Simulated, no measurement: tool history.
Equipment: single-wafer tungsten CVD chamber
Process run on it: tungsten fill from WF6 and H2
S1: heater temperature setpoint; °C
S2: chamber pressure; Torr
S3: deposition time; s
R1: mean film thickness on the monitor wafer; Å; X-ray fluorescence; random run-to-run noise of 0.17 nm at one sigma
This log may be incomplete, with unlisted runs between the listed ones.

run    day   S1    S2    S3      R1
  1      0  380  39.8  38.6  842.14
  2  0.321  380  36.9  38.6  820.78
  3  0.638  370  36.9  38.6  649.56
  4  0.767  380  36.9  38.6  821.91
  5  0.833  380  36.9  38.6  823.26
  6  1.138  380  32.8  38.6  791.62
  7  1.338  379  32.7  38.6  775.26

Forecast run 8:
  8  1.425  379  32.7  38.6   ?

Logged for run 8: R1 773.72 Å.

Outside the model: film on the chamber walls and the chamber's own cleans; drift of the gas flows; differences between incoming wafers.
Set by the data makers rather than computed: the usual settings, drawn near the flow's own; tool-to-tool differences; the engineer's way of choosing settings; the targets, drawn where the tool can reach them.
